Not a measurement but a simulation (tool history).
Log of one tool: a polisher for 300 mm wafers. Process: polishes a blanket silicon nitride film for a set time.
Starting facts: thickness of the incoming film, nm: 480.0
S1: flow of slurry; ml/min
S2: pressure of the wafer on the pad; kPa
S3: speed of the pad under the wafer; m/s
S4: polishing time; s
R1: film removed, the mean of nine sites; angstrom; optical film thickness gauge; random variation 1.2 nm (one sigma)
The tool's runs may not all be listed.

run  hour   S1    S2    S3  S4      R1
  1     0  270  33.1  1.16  52  1118.6
  2   1.8  270  34.5  1.16  52  1172.3
  3   8.7  270  35.2  1.16  52  1191.6
  4  17.5  330  35.2  1.16  52  1228.8
  5  25.7  330  26.9  1.16  52  954.17
  6  29.4  330  26.9  1.16  52  935.82
  7  33.5  330  26.9  1.16  52  929.72
  8  38.7  330  26.9  1.16  52  935.65
  9  44.8  330  28.3  1.16  52  999.58
 10  45.4  335  29.6  1.16  52  1055.5
 11  54.3  340  30.3  1.16  52  1047.2
 12  60.6  340  31.7  1.16  52    1113

Run 13 is up next; what results do you expect?
 13    69  345  32.4  1.16  52   ?

R1: 1110 angstrom
